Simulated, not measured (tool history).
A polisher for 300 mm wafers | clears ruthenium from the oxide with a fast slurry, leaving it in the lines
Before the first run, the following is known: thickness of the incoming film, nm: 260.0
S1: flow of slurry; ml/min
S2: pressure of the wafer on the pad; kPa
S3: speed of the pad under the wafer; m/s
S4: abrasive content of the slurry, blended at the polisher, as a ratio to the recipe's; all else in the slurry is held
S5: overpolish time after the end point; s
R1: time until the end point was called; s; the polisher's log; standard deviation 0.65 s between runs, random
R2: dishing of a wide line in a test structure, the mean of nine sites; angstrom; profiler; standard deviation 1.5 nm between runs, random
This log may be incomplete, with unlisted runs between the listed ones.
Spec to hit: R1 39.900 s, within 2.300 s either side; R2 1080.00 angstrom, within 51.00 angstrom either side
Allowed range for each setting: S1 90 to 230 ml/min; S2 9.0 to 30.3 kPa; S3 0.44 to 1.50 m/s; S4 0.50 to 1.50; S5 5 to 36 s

run  hour   S1    S2    S3    S4  S5      R1       R2
  1   0.0  150  19.3  0.96  1.00  18  54.135   661.92
  2   4.2  150  20.0  0.96  1.00  19  52.434   723.81
  3   5.0  150  20.0  0.96  1.00  14  53.238   541.79
  4   6.8  150  20.0  0.96  1.20  14  49.151   591.44
  5  13.9  150  20.7  0.96  1.20  15  47.236   627.62
  6  18.6  150  20.7  0.96  1.20  16  46.995   687.86
  7  24.8  150  20.7  0.96  1.20  17  47.930   702.67
  8  26.6  150  21.4  0.96  1.20  18  46.739   758.00
  9  31.5  145  25.5  0.96  1.20  23  40.256  1027.90

Exercise: of the 5 proposed moves below, exactly one satisfies all targets within the stated allowed misses. Which move is it?
  A  36.4  135  26.9  1.08  1.00  20   ?   ?
  B  36.4  160  23.4  1.08  1.05  22   ?   ?
  C  36.4  130  25.5  1.08  0.85  30   ?   ?
  D  36.4  185  30.3  0.88  1.50  20   ?   ?
  E  36.4  125  21.4  1.10  1.50  24   ?   ?

move      R1       R2
   A  37.791   950.70
   B  40.244   975.48
   C  42.335  1189.30
   D  32.995  1057.40
   E  38.794  1074.10
A: moves away from the targets compared with the last run
B: moves away from the targets compared with the last run
C: pushes the last run's worst result past its target
D: gets the furthest-off result to its target, but another result is out of tolerance
E: all results in spec
The right move is E.
